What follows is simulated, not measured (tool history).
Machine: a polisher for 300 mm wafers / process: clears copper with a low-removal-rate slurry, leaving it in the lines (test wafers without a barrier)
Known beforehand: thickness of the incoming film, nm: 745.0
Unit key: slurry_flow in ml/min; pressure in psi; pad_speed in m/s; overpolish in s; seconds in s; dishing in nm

run	hour	slurry_flow	pressure	pad_speed	slurry_solids	overpolish	seconds	dishing
1	0.0	295	3.9	1.32	1.00	27	101.860	97.083
2	1.0	295	4.2	1.32	1.00	30	97.346	108.470
3	9.1	295	4.2	1.32	0.85	30	99.312	106.300
4	13.1	295	4.5	1.32	0.85	32	96.916	119.090
5	21.8	295	4.5	1.32	0.85	25	93.726	98.945
6	27.3	295	4.5	1.32	0.85	14	95.229	66.703

Run 7, settings as shown, results not yet in. Your forecast:
7	34.7	295	4.7	1.32	0.85	20	?	?

seconds: 87.097 s
dishing: 88.047 nm
